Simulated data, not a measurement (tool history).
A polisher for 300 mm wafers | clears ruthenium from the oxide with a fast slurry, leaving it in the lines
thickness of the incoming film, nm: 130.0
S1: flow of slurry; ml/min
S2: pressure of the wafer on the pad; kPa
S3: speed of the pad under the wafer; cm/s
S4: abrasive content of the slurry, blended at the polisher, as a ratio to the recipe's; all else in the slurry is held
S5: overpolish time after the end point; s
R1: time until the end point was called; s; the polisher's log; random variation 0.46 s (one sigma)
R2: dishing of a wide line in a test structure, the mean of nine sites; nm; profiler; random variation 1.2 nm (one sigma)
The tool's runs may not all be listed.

{"run": 1, "hour": 0.0, "S1": 135, "S2": 20.7, "S3": 106, "S4": 1, "S5": 20, "R1": 31.865, "R2": 59.389}
{"run": 2, "hour": 8.5, "S1": 130, "S2": 20, "S3": 106, "S4": 1, "S5": 22, "R1": 33.803, "R2": 63.367}
{"run": 3, "hour": 15.5, "S1": 130, "S2": 20, "S3": 106, "S4": 1, "S5": 29, "R1": 33.691, "R2": 80.405}
{"run": 4, "hour": 20.3, "S1": 130, "S2": 22.8, "S3": 106, "S4": 1, "S5": 29, "R1": 30.293, "R2": 89.22}
{"run": 5, "hour": 29.3, "S1": 125, "S2": 21.4, "S3": 106, "S4": 1, "S5": 29, "R1": 31.851, "R2": 85.167}
{"run": 6, "hour": 37.6, "S1": 125, "S2": 20, "S3": 106, "S4": 1, "S5": 29, "R1": 34.103, "R2": 80.787}

The next listed run, before its measurement:
{"run": 7, "hour": 45.0, "S1": 125, "S2": 20, "S3": 106, "S4": 1, "S5": 29, "R1": "?", "R2": "?"}

Run 7 gave R1 34.814 s, R2 79.642 nm.
